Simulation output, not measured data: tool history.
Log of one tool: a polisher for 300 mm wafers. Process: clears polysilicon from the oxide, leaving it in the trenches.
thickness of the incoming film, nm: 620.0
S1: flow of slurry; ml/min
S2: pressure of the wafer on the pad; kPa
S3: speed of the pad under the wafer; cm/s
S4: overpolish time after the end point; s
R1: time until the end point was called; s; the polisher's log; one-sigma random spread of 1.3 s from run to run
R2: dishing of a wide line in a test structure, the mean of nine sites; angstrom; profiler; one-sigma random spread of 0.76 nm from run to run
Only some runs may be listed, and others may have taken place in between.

Run 1, hour 0: S1 215 ml/min, S2 22.8 kPa, S3 108 cm/s, S4 15 s. Result: R1 38.604 s, R2 856.06 angstrom.
Run 2, hour 5.8: S1 215 ml/min, S2 20 kPa, S3 104 cm/s, S4 14 s. Result: R1 43.298 s, R2 838.23 angstrom.
Run 3, hour 10.5: S1 215 ml/min, S2 20 kPa, S3 104 cm/s, S4 11 s. Result: R1 43.318 s, R2 749.54 angstrom.
Run 4, hour 12.3: S1 215 ml/min, S2 15.9 kPa, S3 104 cm/s, S4 11 s. Result: R1 48.66 s, R2 719.14 angstrom.
Run 5, hour 14.4: S1 215 ml/min, S2 12.4 kPa, S3 104 cm/s, S4 11 s. Result: R1 53.014 s, R2 692.32 angstrom.
Run 6, hour 22.8: S1 215 ml/min, S2 11.7 kPa, S3 96 cm/s, S4 12 s. Result: R1 60.524 s, R2 678.42 angstrom.
Run 7, hour 31.7: S1 210 ml/min, S2 10.3 kPa, S3 80 cm/s, S4 17 s. Result: R1 77.766 s, R2 727.04 angstrom.

The next listed run, before its measurement:
Run 8, hour 35.1: S1 210 ml/min, S2 11 kPa, S3 80 cm/s, S4 13 s. Result: R1 ?, R2 ?.

Run 8 came out at R1 75.448 s, R2 619.99 angstrom.

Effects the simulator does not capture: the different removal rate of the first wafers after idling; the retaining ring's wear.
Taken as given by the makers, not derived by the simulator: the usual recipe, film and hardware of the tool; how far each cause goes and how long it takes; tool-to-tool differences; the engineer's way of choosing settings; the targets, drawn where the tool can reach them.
